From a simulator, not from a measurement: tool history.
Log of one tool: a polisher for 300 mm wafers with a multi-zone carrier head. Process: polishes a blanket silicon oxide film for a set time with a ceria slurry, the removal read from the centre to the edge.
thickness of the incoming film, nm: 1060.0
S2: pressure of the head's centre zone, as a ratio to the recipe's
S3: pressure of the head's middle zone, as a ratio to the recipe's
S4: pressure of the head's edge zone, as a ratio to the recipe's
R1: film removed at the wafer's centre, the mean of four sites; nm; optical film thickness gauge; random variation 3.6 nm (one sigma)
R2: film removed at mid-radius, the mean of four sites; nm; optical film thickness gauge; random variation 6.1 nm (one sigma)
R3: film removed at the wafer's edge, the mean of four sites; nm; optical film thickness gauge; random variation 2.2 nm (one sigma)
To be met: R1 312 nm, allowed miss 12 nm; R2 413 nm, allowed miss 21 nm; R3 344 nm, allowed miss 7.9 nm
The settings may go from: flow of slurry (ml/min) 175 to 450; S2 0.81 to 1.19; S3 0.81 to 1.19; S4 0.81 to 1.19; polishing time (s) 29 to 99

Run 1, day 0: flow of slurry (ml/min) 290, S2 1, S3 1, S4 1, polishing time (s) 64. Result: R1 275.67 nm, R2 308.92 nm, R3 300.37 nm.
Run 2, day 0.146: flow of slurry (ml/min) 290, S2 1, S3 1, S4 0.95, polishing time (s) 64. Result: R1 279.22 nm, R2 303.62 nm, R3 289.23 nm.
Run 3, day 0.421: flow of slurry (ml/min) 225, S2 1, S3 1, S4 0.95, polishing time (s) 64. Result: R1 267.82 nm, R2 297.34 nm, R3 287.92 nm.
Run 4, day 0.758: flow of slurry (ml/min) 240, S2 1, S3 1.03, S4 0.97, polishing time (s) 65. Result: R1 265.6 nm, R2 304.85 nm, R3 292.53 nm.
Run 5, day 0.796: flow of slurry (ml/min) 260, S2 1, S3 1.05, S4 0.97, polishing time (s) 67. Result: R1 283.35 nm, R2 326.85 nm, R3 306.76 nm.
Run 6, day 0.938: flow of slurry (ml/min) 230, S2 1, S3 1.05, S4 0.97, polishing time (s) 67. Result: R1 276.09 nm, R2 330.55 nm, R3 303.27 nm.
Run 7, day 1.125: flow of slurry (ml/min) 240, S2 1.01, S3 1.07, S4 0.99, polishing time (s) 67. Result: R1 282.36 nm, R2 328.91 nm, R3 303.69 nm.
Run 8, day 1.392: flow of slurry (ml/min) 255, S2 1, S3 1.09, S4 1, polishing time (s) 68. Result: R1 287.48 nm, R2 337.15 nm, R3 316.32 nm.
Run 9, day 1.421: flow of slurry (ml/min) 255, S2 0.99, S3 1.1, S4 0.98, polishing time (s) 69. Result: R1 287.97 nm, R2 346.47 nm, R3 312.86 nm.
Run 10, day 1.462: flow of slurry (ml/min) 260, S2 0.98, S3 1.11, S4 0.98, polishing time (s) 70. Result: R1 289.76 nm, R2 365.18 nm, R3 323.38 nm.
Run 11, day 1.538: flow of slurry (ml/min) 270, S2 0.98, S3 1.12, S4 0.98, polishing time (s) 70. Result: R1 287.17 nm, R2 361.22 nm, R3 322.51 nm.
Run 12, day 1.729: flow of slurry (ml/min) 280, S2 0.98, S3 1.13, S4 0.98, polishing time (s) 71. Result: R1 292.89 nm, R2 373.57 nm, R3 331.97 nm.
Run 13, day 1.967: flow of slurry (ml/min) 285, S2 0.98, S3 1.14, S4 0.97, polishing time (s) 71. Result: R1 294.03 nm, R2 379.24 nm, R3 325.83 nm.
Run 14, day 2.15: flow of slurry (ml/min) 295, S2 0.98, S3 1.15, S4 0.97, polishing time (s) 71. Result: R1 295.87 nm, R2 380.55 nm, R3 329.45 nm.
At day 2.242: centre zone pressure recalibrated.
Run 15, day 2.242: flow of slurry (ml/min) 300, S2 0.98, S3 1.16, S4 0.97, polishing time (s) 71. Result: R1 324.87 nm, R2 381.28 nm, R3 330.12 nm.

Which of these 5 next moves meets every target?
Run A, day 2.333: flow of slurry (ml/min) 285, S2 0.89, S3 1.19, S4 0.97, polishing time (s) 75. Result: R1 ?, R2 ?, R3 ?.
Run B, day 2.333: flow of slurry (ml/min) 380, S2 0.88, S3 1.18, S4 1.05, polishing time (s) 66. Result: R1 ?, R2 ?, R3 ?.
Run C, day 2.333: flow of slurry (ml/min) 270, S2 0.95, S3 1.12, S4 0.97, polishing time (s) 70. Result: R1 ?, R2 ?, R3 ?.
Run D, day 2.333: flow of slurry (ml/min) 220, S2 0.89, S3 1.15, S4 1.08, polishing time (s) 72. Result: R1 ?, R2 ?, R3 ?.
Run E, day 2.333: flow of slurry (ml/min) 305, S2 0.84, S3 1.04, S4 1.12, polishing time (s) 72. Result: R1 ?, R2 ?, R3 ?.

move      R1      R2      R3
   A  322.26  400.92  342.67
   B  288.13  359.03  319.44
   C  319.15  353.09  318.81
   D  299.65  363.09  339.49
   E  293.61  345.11  355.59
A: meets every target
B: further off than the last run
C: further off than the last run
D: brings the result that was furthest off to its target, and leaves another outside
E: takes the result that was furthest off past its target
Move A is the one to make.
